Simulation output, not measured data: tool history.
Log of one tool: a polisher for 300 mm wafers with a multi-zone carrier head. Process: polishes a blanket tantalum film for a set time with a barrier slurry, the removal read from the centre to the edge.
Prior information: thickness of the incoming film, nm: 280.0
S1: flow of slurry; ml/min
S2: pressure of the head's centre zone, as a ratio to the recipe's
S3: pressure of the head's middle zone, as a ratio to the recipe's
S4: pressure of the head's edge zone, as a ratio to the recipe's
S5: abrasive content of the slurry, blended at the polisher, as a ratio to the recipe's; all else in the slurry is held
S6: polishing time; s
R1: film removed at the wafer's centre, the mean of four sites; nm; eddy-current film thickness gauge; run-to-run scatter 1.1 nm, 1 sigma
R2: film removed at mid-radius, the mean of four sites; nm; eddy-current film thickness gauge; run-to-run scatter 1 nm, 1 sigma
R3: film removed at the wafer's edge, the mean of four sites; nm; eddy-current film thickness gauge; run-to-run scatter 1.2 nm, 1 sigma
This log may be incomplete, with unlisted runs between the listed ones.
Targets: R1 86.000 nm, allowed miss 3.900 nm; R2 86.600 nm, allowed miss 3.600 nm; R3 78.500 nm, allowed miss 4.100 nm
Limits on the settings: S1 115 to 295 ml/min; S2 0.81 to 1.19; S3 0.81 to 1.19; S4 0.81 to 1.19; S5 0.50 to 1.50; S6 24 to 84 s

run	hour	S1	S2	S3	S4	S5	S6	R1	R2	R3
1	0.0	190	1.00	1.00	1.00	1.00	54	96.694	95.226	98.319
2	7.5	190	1.08	1.00	1.00	1.00	54	107.000	96.302	97.539
3	14.5	190	1.08	1.00	0.96	1.00	54	105.440	96.366	99.175
4	15.3	190	1.15	1.00	0.96	1.00	54	112.110	95.768	95.478
5	19.3	185	1.13	1.03	0.95	0.85	53	99.902	90.375	88.313
6	28.2	185	1.13	1.03	0.95	0.85	59	114.590	102.500	99.406
7	37.0	180	1.12	1.05	0.94	0.75	58	106.520	93.744	93.024
8	43.8	185	1.10	1.09	0.92	0.70	57	100.540	93.233	88.144
9	46.3	170	1.01	1.10	0.84	0.50	56	77.594	78.240	70.575
10	49.6	185	1.02	1.11	0.86	0.50	56	80.806	79.679	71.335

Of the 4 settings listed for the next run, only one would bring every result within its allowed miss of target. Which one?
A	52.9	180	1.13	0.93	0.96	0.50	58	?	?	?
B	52.9	135	0.92	1.15	0.93	0.65	56	?	?	?
C	52.9	150	0.92	1.19	0.87	0.75	55	?	?	?
D	52.9	165	1.04	1.14	0.89	0.50	61	?	?	?

move	R1	R2	R3
A	88.340	73.477	75.705
B	78.210	88.050	79.197
C	83.184	95.533	81.495
D	85.743	86.716	76.483
A: misses by more than the last run did
B: the worst result of the last run now meets its target, but another is out of spec
C: moves the result that the last run missed by most past its target, out the other side
D: meets every target
So the answer is move D, the one that meets all the targets.

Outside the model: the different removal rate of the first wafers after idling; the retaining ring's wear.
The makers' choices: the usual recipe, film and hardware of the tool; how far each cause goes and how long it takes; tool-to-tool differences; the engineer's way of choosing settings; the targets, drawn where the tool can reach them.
